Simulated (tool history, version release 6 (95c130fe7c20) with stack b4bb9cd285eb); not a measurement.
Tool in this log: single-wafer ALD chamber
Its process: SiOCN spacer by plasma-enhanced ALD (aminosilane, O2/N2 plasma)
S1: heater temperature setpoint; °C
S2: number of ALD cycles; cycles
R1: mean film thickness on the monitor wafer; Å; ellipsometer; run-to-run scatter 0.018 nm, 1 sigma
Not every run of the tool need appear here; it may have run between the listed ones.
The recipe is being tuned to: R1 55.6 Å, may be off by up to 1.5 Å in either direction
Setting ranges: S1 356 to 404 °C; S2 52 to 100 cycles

run  hour   S1  S2      R1
  1     0  380  76  44.573
  2   4.9  380  81  47.676
  3   7.5  380  85  49.922
  4  13.5  388  85  49.644
  5    20  395  85  49.853
  6  24.5  395  88  51.551
  7  29.6  395  88  51.377
  8  30.2  395  90  52.886

Consider the 5 candidate settings below. Which is the only one whose results all fall within their allowed miss of target?
  A  30.8  400  89   ?
  B  30.8  395  89   ?
  C  30.8  394  94   ?
  D  30.8  393  89   ?
  E  30.8  390  84   ?

move      R1
   A  52.038
   B  52.038
   C  54.961
   D  52.038
   E  49.114
A: lands further from the targets than the last run did
B: lands further from the targets than the last run did
C: all results in spec
D: lands further from the targets than the last run did
E: lands further from the targets than the last run did
So the answer is move C, the one that meets all the targets.
